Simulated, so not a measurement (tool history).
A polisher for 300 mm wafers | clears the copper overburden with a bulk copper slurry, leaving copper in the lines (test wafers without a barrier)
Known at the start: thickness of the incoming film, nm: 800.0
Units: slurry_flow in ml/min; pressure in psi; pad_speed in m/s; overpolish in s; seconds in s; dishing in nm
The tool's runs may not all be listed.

run  hour  slurry_flow  pressure  pad_speed  slurry_solids  overpolish  seconds  dishing
  1   0.0          295       3.1       0.84           1.00          11   90.848   61.330
  2   7.1          250       3.1       0.84           1.00          11   94.314   61.135
  3  15.2          250       2.7       0.84           1.00          11  104.890   55.587
  4  23.5          250       2.5       0.82           1.00           9  115.020   40.621
  5  27.7          250       2.5       0.82           1.00          14  119.730   59.791
  6  28.4          255       2.3       0.80           1.00          12  128.310   50.738
  7  34.2          175       1.8       0.74           0.95           6  176.260   19.907
  8  37.3          185       1.9       0.74           0.95           6  166.530   21.038

Run 9 comes next. What will it give?
  9  45.4          190       1.9       0.74           0.95           6        ?        ?

seconds: 168.340 s
dishing: 21.574 nm

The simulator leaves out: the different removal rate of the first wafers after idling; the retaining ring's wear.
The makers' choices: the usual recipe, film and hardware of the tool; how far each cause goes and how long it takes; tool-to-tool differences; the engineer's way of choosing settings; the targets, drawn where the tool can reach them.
